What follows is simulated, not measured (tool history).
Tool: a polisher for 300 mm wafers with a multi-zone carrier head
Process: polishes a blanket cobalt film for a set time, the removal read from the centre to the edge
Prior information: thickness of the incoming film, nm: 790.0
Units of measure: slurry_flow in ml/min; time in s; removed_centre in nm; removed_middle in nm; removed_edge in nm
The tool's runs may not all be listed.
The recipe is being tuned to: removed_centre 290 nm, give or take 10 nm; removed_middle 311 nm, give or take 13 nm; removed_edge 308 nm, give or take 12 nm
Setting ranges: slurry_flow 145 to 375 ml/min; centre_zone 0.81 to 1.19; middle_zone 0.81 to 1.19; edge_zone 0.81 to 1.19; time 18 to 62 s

run  hour  slurry_flow  centre_zone  middle_zone  edge_zone  time  removed_centre  removed_middle  removed_edge
  1     0          240            1            1          1    40             223          228.54         230.6
  2     1          240            1            1       0.94    40          228.63          225.34        223.73
  3   6.5          240            1            1       0.94    30          170.37          171.23        167.52
  4   9.2          245         1.02         1.03          1    36          211.51          208.93        207.84
  5  10.5          245         1.02         1.06       1.04    39          228.63          234.47        225.77
  6  11.1          245         1.06         1.06       1.04    39          237.23          240.34        230.07
  7  17.1          240         1.05         1.06       1.08    42          253.13          248.24        246.46
  8  25.4          260         1.02         1.07        1.1    44          262.11          268.44        262.68

Which single option among these 5 for the next run brings every result within its allowed miss of target? Just one does.
  A  33.7          270         1.08         1.08       1.11    51               ?               ?             ?
  B  33.7          280         1.04         1.14       1.08    48               ?               ?             ?
  C  33.7          250         0.95         0.86       1.19    45               ?               ?             ?
  D  33.7          250         0.96         1.04       1.04    53               ?               ?             ?
  E  33.7          305         1.05         1.15       1.08    47               ?               ?             ?

move  removed_centre  removed_middle  removed_edge
   A          319.64           317.1        309.25
   B          291.07          313.99        288.21
   C           244.9          229.08        280.52
   D          291.87          316.34        310.21
   E           290.7           312.6        284.16
A: puts the biggest miss on target and leaves a different result outside tolerance
B: nearer the targets than the last run, but a result is still out of spec
C: its largest miss is bigger than the last run's
D: all results in spec
E: nearer the targets than the last run, but a result is still out of spec
D is the move that brings every result within its allowed miss.

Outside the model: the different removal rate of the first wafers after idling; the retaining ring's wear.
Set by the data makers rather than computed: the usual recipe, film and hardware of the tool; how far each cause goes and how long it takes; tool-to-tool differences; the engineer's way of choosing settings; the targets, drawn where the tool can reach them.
